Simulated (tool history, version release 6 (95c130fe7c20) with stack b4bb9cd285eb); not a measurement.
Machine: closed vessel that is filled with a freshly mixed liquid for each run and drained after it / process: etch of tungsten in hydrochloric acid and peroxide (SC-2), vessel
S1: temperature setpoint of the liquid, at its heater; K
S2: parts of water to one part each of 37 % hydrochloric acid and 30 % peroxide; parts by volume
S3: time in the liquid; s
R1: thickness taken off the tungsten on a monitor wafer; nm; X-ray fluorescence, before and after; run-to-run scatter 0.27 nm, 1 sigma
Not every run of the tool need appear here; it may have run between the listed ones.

{"run": 1, "hour": 0.0, "S1": 323.15, "S2": 10, "S3": 105, "R1": 25.319}
{"run": 2, "hour": 3.6, "S1": 323.15, "S2": 10, "S3": 105, "R1": 24.925}
{"run": 3, "hour": 4.5, "S1": 328.15, "S2": 10, "S3": 105, "R1": 34.715}
{"run": 4, "hour": 13.3, "S1": 328.15, "S2": 8, "S3": 105, "R1": 41.735}
{"run": 5, "hour": 21.0, "S1": 330.15, "S2": 8, "S3": 105, "R1": 47.25}
{"run": 6, "hour": 22.4, "S1": 331.65, "S2": 8, "S3": 105, "R1": 52.24}

For run 7, what comes out?
{"run": 7, "hour": 26.0, "S1": 336.65, "S2": 8, "S3": 105, "R1": "?"}

{"run 7": {"R1": 71.382}}

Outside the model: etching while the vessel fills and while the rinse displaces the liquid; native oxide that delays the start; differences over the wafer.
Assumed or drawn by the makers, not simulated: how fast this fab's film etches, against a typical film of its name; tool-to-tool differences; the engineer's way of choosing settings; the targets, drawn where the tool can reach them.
